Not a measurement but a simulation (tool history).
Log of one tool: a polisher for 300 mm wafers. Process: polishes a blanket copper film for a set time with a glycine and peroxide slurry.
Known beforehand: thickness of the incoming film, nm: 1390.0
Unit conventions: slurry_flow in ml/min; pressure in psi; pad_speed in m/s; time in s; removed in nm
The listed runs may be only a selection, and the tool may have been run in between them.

{"run": 1, "hour": 0.0, "slurry_flow": 295, "pressure": 2.8, "pad_speed": 0.86, "time": 31, "removed": 168.61}
{"run": 2, "hour": 4.2, "slurry_flow": 300, "pressure": 3.2, "pad_speed": 0.88, "time": 31, "removed": 190.31}
{"run": 3, "hour": 10.4, "slurry_flow": 305, "pressure": 3.5, "pad_speed": 0.9, "time": 31, "removed": 209.32}
{"run": 4, "hour": 14.2, "slurry_flow": 235, "pressure": 3.5, "pad_speed": 0.9, "time": 31, "removed": 208.03}
{"run": 5, "hour": 18.5, "slurry_flow": 235, "pressure": 3.5, "pad_speed": 0.9, "time": 31, "removed": 206.45}
{"run": 6, "hour": 21.5, "slurry_flow": 235, "pressure": 3.5, "pad_speed": 0.9, "time": 27, "removed": 178.34}

Run 7 is up next; what results do you expect?
{"run": 7, "hour": 29.0, "slurry_flow": 235, "pressure": 3.5, "pad_speed": 0.9, "time": 27, "removed": "?"}

{"run 7": {"removed": 178.52}}
